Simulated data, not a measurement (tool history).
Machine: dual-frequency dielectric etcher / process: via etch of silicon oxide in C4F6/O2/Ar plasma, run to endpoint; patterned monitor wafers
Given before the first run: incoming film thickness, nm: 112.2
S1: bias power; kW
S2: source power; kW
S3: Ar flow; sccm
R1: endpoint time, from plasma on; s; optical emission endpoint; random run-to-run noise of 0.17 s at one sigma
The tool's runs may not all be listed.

run,hour,S1,S2,S3,R1
1,0.0,0.339,0.430,267,29.509
2,1.5,0.339,0.430,312,29.608
3,2.6,0.357,0.440,312,28.494
4,5.8,0.367,0.440,312,28.234
5,9.1,0.367,0.440,290,28.175
6,13.7,0.376,0.440,290,27.845
7,21.7,0.384,0.440,290,26.883

Predict the results of run 8:
8,27.3,0.386,0.440,290,?

R1: 27.100 s

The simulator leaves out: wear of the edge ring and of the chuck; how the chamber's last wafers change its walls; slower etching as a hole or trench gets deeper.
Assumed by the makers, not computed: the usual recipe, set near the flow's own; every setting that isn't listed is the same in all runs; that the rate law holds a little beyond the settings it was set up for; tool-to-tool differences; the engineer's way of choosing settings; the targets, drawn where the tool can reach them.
